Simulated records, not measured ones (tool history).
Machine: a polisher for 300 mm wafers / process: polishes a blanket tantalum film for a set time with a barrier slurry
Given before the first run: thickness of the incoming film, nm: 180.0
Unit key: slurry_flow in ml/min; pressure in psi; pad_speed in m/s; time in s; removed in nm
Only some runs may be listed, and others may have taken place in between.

run,hour,slurry_flow,pressure,pad_speed,slurry_solids,time,removed
1,0.0,125,1.4,0.96,1.00,62,64.119
2,9.0,120,1.3,0.96,1.00,62,59.838
3,18.0,120,1.3,0.96,1.00,65,63.309
4,19.0,120,1.3,0.96,0.85,65,58.330
5,26.9,120,1.3,0.96,0.75,65,55.216
# hour 31.5: slurry blender recalibrated
6,31.5,145,1.3,0.96,0.75,65,66.314
7,36.6,135,1.3,0.96,0.75,65,65.739
8,37.7,125,1.3,0.96,0.75,65,65.653
9,39.6,115,1.2,0.96,0.75,65,59.060
10,41.8,110,1.1,0.96,0.75,65,54.014

For run 11, what comes out?
11,49.4,105,1.1,0.96,0.75,65,?

removed: 54.450 nm

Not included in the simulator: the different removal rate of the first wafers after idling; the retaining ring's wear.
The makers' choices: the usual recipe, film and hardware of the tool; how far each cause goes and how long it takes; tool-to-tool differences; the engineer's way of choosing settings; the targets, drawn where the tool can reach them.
